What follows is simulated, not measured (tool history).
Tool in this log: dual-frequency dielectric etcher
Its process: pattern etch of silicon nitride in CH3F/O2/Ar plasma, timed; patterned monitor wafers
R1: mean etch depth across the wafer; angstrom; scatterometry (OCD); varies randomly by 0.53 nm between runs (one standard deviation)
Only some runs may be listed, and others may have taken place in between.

{"run": 1, "day": 0.0, "source power (kW)": 0.54, "bias power (kW)": 0.067, "etch time (s)": 91.5, "R1": 755.97}
{"run": 2, "day": 0.254, "source power (kW)": 0.54, "bias power (kW)": 0.067, "etch time (s)": 95, "R1": 796.84}
{"run": 3, "day": 0.458, "source power (kW)": 0.54, "bias power (kW)": 0.067, "etch time (s)": 95, "R1": 791.09}
{"run": 4, "day": 0.804, "source power (kW)": 0.49, "bias power (kW)": 0.067, "etch time (s)": 95, "R1": 777.94}
{"run": 5, "day": 1.075, "source power (kW)": 0.53, "bias power (kW)": 0.07, "etch time (s)": 95, "R1": 799.95}
{"run": 6, "day": 1.354, "source power (kW)": 0.43, "bias power (kW)": 0.07, "etch time (s)": 95, "R1": 770.4}

What does the tool deliver on the next run?
{"run": 7, "day": 1.662, "source power (kW)": 0.48, "bias power (kW)": 0.073, "etch time (s)": 95, "R1": "?"}

R1: 789.48 angstrom
